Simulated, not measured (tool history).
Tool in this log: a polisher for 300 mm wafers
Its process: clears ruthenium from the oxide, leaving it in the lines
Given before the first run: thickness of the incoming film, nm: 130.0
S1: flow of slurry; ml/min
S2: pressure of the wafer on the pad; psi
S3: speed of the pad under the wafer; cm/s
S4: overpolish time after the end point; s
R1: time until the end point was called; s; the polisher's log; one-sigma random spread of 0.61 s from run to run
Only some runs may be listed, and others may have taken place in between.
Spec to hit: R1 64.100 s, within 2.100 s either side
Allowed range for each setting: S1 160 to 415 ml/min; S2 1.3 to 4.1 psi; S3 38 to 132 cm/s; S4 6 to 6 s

run	hour	S1	S2	S3	S4	R1
1	0.0	265	2.7	84	6	94.557
2	3.0	265	2.9	84	6	87.328
3	6.6	265	3.4	84	6	75.650
4	14.2	265	3.4	84	6	76.021
5	17.7	265	2.8	84	6	92.391
6	22.6	265	3.0	84	6	85.714
7	26.6	265	3.1	84	6	81.752
8	33.4	265	3.2	84	6	80.510
9	39.7	265	3.3	84	6	78.067
10	43.2	265	3.4	84	6	75.665
11	44.6	265	3.5	84	6	72.930

Below are 4 possible settings for the next run. Only one of them brings all results inside the allowed miss of their targets. Which is it?
A	46.0	280	3.1	80	6	?
B	46.0	255	3.6	106	6	?
C	46.0	300	3.6	94	6	?
D	46.0	295	3.6	102	6	?

move	R1
A	86.712
B	59.944
C	65.482
D	61.224
A: moves away from the targets compared with the last run
B: pushes the last run's worst result past its target
C: every result lands within tolerance
D: pushes the last run's worst result past its target
The right move is C.
